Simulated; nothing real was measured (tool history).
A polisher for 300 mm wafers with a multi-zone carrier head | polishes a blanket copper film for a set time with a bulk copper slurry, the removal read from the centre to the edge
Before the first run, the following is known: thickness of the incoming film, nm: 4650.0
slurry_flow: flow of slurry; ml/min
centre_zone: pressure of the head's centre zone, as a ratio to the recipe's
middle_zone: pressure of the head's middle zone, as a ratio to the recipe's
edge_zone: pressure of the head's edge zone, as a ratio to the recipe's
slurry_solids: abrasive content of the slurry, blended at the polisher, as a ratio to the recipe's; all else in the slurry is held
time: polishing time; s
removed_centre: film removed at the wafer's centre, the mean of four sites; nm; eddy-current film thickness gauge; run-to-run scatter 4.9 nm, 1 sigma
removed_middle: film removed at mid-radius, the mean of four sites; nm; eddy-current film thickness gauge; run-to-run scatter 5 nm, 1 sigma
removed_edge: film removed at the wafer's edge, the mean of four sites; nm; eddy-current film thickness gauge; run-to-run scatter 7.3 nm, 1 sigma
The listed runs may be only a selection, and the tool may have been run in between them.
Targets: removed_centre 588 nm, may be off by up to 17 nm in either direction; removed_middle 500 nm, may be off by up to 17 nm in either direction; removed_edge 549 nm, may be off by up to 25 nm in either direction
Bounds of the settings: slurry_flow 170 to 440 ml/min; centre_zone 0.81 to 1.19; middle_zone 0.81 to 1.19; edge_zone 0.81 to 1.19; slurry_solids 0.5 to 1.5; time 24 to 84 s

run	hour	slurry_flow	centre_zone	middle_zone	edge_zone	slurry_solids	time	removed_centre	removed_middle	removed_edge
1	0	280	1	1	1	1	54	723.58	730.32	718.83
2	7.4	280	1	0.98	0.99	0.95	53	698.41	685.47	685.34
3	9.4	280	1	0.98	0.91	0.95	53	689.27	684.47	672.02
4	16.7	280	1	0.97	0.9	0.9	53	683.54	678.6	658.29
5	17.5	305	1	0.97	0.9	0.9	53	701.81	668.78	682.54
6	20.8	300	1	0.96	0.89	0.85	53	691.06	659.19	636.9
7	23.7	310	0.99	0.94	0.89	0.85	52	669.46	642.99	637.96
8	27.7	320	0.99	0.92	0.9	0.85	51	655.57	630.38	623.64
9	32.5	335	1	0.91	0.93	0.85	50	659.16	608.37	638.58
10	37.2	335	1	0.9	0.93	0.8	50	653.77	595.11	627.39
11	44	330	1	0.89	0.93	0.75	50	640.54	572.32	630.67
12	44.7	325	1	0.88	0.92	0.75	50	645.09	557.56	616.09
13	46.1	315	1	0.88	0.91	0.75	50	643.29	561.79	592.18
14	51.3	310	0.99	0.87	0.92	0.75	50	633.44	574.1	618.48

Next run, 4 choices. One meets every target within its allowed miss, the rest don't. Which?
A	56.5	300	1.02	0.86	0.92	0.8	45	?	?	?
B	56.5	260	0.92	0.95	0.84	1	49	?	?	?
C	56.5	325	0.99	0.88	0.97	0.6	45	?	?	?
D	56.5	250	0.96	0.87	0.95	0.7	46	?	?	?

move	removed_centre	removed_middle	removed_edge
A	587.87	515.6	549.54
B	592.66	627.36	591.55
C	546.91	503.4	538.64
D	541.59	510.81	549.5
A: each result inside its tolerance
B: moves away from the targets compared with the last run
C: puts the biggest miss on target and leaves a different result outside tolerance
D: puts the biggest miss on target and leaves a different result outside tolerance
A is the move that brings every result within its allowed miss.

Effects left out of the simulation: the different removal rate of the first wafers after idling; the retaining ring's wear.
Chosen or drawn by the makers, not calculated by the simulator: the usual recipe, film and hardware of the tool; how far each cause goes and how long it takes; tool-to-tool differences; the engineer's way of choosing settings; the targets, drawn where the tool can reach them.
